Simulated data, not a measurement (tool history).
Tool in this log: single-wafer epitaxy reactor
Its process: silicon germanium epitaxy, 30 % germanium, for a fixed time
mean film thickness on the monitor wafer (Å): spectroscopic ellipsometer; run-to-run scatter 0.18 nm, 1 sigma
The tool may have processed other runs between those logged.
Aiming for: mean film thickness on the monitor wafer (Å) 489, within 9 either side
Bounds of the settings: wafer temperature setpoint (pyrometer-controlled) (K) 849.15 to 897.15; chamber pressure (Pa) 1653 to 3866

run  hour  wafer temperature setpoint (pyrometer-controlled) (K)  chamber pressure (Pa)  mean film thickness on the monitor wafer (Å)
  1     0                                                 873.15                   2760                                        596.98
  2   3.2                                                 870.15                   2746                                        562.05
  3  12.1                                                 868.15                   2746                                        537.95
  4  16.6                                                 868.15                   3133                                         571.8
  5  24.6                                                 876.15                   3133                                        672.47
  6  29.7                                                 876.15                   3453                                        700.53
  7  38.7                                                 871.15                   3440                                        631.82
  8  40.5                                                 868.15                   3426                                        589.03
  9  48.2                                                 866.15                   3426                                        567.89
 10  50.7                                                 866.15                   3426                                        567.53
 11  58.2                                                 864.15                   3426                                        544.42
 12  62.2                                                 863.15                   3426                                        531.69
 13  67.5                                                 862.15                   3426                                        524.91
 14    71                                                 861.15                   3426                                        511.55
 15  72.2                                                 858.15                   3413                                        477.97

Which single option among these 5 for the next run brings every result within its allowed miss of target? Just one does.
  A  73.4                                                 859.15                   3146                                             ?
  B  73.4                                                 861.15                   3320                                             ?
  C  73.4                                                 857.15                   3720                                             ?
  D  73.4                                                 855.15                   3640                                             ?
  E  73.4                                                 861.15                   3533                                             ?

move  mean film thickness on the monitor wafer (Å)
   A                                        474.68
   B                                        507.53
   C                                        489.42
   D                                        464.11
   E                                        521.68
A: its largest miss is bigger than the last run's
B: carries the result that was furthest off beyond its target, to the other side
C: all results in spec
D: its largest miss is bigger than the last run's
E: carries the result that was furthest off beyond its target, to the other side
Answer: C

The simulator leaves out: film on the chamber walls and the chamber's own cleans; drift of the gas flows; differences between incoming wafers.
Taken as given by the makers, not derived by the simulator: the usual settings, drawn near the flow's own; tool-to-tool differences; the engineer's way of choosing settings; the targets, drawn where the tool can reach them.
